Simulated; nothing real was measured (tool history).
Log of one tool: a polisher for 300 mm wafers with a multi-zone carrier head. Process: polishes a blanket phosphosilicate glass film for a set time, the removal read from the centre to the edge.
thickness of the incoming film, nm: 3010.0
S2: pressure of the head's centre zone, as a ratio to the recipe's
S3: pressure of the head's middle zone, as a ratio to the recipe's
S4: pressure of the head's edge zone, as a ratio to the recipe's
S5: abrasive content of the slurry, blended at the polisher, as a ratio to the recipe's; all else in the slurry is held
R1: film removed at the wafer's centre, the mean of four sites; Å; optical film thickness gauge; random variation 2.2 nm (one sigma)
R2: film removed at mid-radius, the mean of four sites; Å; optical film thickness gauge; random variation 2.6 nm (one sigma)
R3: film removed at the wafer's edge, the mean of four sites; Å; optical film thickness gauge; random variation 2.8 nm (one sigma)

Run 1, hour 0.0: flow of slurry (ml/min) 230, S2 1.00, S3 1.00, S4 1.00, S5 1.00, polishing time (s) 90. Result: R1 5380.4 Å, R2 5313.4 Å, R3 5409.4 Å.
Run 2, hour 2.9: flow of slurry (ml/min) 230, S2 1.00, S3 1.00, S4 1.00, S5 1.00, polishing time (s) 81. Result: R1 4844.6 Å, R2 4910.3 Å, R3 4936.1 Å.
Run 3, hour 9.9: flow of slurry (ml/min) 225, S2 0.98, S3 0.98, S4 0.98, S5 0.90, polishing time (s) 79. Result: R1 4279.5 Å, R2 4303.7 Å, R3 4429.5 Å.
Run 4, hour 15.5: flow of slurry (ml/min) 225, S2 0.98, S3 0.98, S4 0.98, S5 1.05, polishing time (s) 79. Result: R1 4822.6 Å, R2 4820.3 Å, R3 4921.8 Å.
Run 5, hour 19.9: flow of slurry (ml/min) 220, S2 0.96, S3 0.98, S4 0.96, S5 0.95, polishing time (s) 79. Result: R1 4329.0 Å, R2 4467.4 Å, R3 4552.8 Å.
Run 6, hour 28.7: flow of slurry (ml/min) 220, S2 0.96, S3 0.98, S4 0.96, S5 0.95, polishing time (s) 94. Result: R1 5175.4 Å, R2 5317.4 Å, R3 5360.8 Å.
Run 7, hour 36.4: flow of slurry (ml/min) 215, S2 0.95, S3 0.97, S4 0.94, S5 0.90, polishing time (s) 92. Result: R1 4789.6 Å, R2 5017.0 Å, R3 4999.7 Å.
Run 8, hour 40.6: flow of slurry (ml/min) 175, S2 0.86, S3 0.87, S4 0.84, S5 0.65, polishing time (s) 77. Result: R1 2657.5 Å, R2 2671.6 Å, R3 2852.9 Å.
Run 9, hour 47.4: flow of slurry (ml/min) 190, S2 0.86, S3 0.88, S4 0.85, S5 0.65, polishing time (s) 77. Result: R1 2617.0 Å, R2 2745.8 Å, R3 2897.7 Å.
Run 10, hour 49.4: flow of slurry (ml/min) 205, S2 0.87, S3 0.89, S4 0.86, S5 0.65, polishing time (s) 77. Result: R1 2683.9 Å, R2 2789.4 Å, R3 2921.4 Å.
Run 11, hour 57.4: flow of slurry (ml/min) 205, S2 0.87, S3 0.90, S4 0.87, S5 0.65, polishing time (s) 77. Result: R1 2704.2 Å, R2 2778.5 Å, R3 2898.7 Å.
Run 12, hour 63.4: flow of slurry (ml/min) 200, S2 0.87, S3 0.92, S4 0.89, S5 0.65, polishing time (s) 77. Result: R1 2672.0 Å, R2 2882.0 Å, R3 2971.0 Å.
Run 13, hour 72.2: flow of slurry (ml/min) 205, S2 0.88, S3 0.93, S4 0.90, S5 0.65, polishing time (s) 77. Result: R1 2733.5 Å, R2 2871.9 Å, R3 2952.9 Å.
Run 14, hour 80.6: flow of slurry (ml/min) 210, S2 0.88, S3 0.94, S4 0.92, S5 0.65, polishing time (s) 77. Result: R1 2729.0 Å, R2 2962.9 Å, R3 2971.7 Å.
Run 15, hour 81.7: flow of slurry (ml/min) 210, S2 0.88, S3 0.94, S4 0.92, S5 0.65, polishing time (s) 77. Result: R1 2779.3 Å, R2 2922.8 Å, R3 2947.5 Å.

The next listed run, before its measurement:
Run 16, hour 86.7: flow of slurry (ml/min) 200, S2 0.88, S3 0.94, S4 0.92, S5 0.65, polishing time (s) 77. Result: R1 ?, R2 ?, R3 ?.

{"run 16": {"R1": 2727.6, "R2": 2867.1, "R3": 2960.5}}
